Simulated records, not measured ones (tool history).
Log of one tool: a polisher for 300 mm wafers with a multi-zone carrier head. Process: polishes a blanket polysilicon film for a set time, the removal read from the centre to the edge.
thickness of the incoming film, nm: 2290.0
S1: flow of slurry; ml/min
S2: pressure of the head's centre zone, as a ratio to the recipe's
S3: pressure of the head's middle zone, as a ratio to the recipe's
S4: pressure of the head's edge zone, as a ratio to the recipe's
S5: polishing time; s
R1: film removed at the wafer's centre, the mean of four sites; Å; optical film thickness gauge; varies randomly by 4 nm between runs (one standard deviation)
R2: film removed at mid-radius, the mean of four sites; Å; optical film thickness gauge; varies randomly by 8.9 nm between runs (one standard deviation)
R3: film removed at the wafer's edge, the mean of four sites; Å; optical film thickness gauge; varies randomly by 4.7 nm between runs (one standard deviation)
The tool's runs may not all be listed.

run 1 hour=0.0 | S1=265 S2=1.00 S3=1.00 S4=1.00 S5=76 | R1=7259.3 R2=7324.7 R3=7600.3
run 2 hour=2.2 | S1=295 S2=1.00 S3=1.00 S4=1.00 S5=76 | R1=7362.3 R2=7389.2 R3=7621.6
run 3 hour=9.4 | S1=285 S2=0.98 S3=0.97 S4=0.99 S5=75 | R1=7055.4 R2=6863.1 R3=7526.1
run 4 hour=17.9 | S1=285 S2=0.98 S3=0.97 S4=1.03 S5=75 | R1=7054.1 R2=7050.9 R3=7680.8
run 5 hour=22.8 | S1=285 S2=0.98 S3=0.97 S4=1.03 S5=67 | R1=6282.7 R2=6256.2 R3=6963.3
run 6 hour=26.8 | S1=285 S2=1.06 S3=0.97 S4=1.03 S5=67 | R1=6781.3 R2=6413.9 R3=6799.0
-- hour=32.9 edge zone pressure recalibrated
run 7 hour=32.9 | S1=280 S2=1.04 S3=0.96 S4=1.04 S5=67 | R1=6569.0 R2=6282.9 R3=6661.1
run 8 hour=40.5 | S1=285 S2=1.02 S3=0.95 S4=1.05 S5=67 | R1=6541.0 R2=6465.1 R3=6592.8

Forecast run 9:
run 9 hour=44.9 | S1=285 S2=1.00 S3=0.96 S4=1.02 S5=67 | R1=? R2=? R3=?

Run 9 gave R1 6437.1 Å, R2 6236.8 Å, R3 6616.1 Å.
